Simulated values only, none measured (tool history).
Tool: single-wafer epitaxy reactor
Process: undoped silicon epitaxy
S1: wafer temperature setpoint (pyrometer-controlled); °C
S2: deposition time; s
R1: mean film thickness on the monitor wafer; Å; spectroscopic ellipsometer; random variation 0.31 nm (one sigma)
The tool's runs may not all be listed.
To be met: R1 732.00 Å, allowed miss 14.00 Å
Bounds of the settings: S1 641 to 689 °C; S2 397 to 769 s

run,hour,S1,S2,R1
1,0.0,665,583,1267.20
2,1.8,660,577,1108.40
3,10.4,656,576,1012.50
4,19.6,652,576,910.65
5,20.7,659,576,1081.60
6,29.1,669,576,1378.90
7,34.9,669,576,1375.60
8,41.4,663,575,1198.20
9,42.5,659,574,1085.40
10,45.1,655,573,972.87

5 next moves are on the table. One of them brings every result within its allowed miss. Which?
A,47.7,647,500,?
B,47.7,647,498,?
C,47.7,646,539,?
D,47.7,648,479,?
E,47.7,643,552,?

move,R1
A,701.16
B,698.36
C,737.06
D,688.79
E,699.68
A: takes the result that was furthest off past its target
B: takes the result that was furthest off past its target
C: meets every target
D: takes the result that was furthest off past its target
E: takes the result that was furthest off past its target
Move C is the one to make.
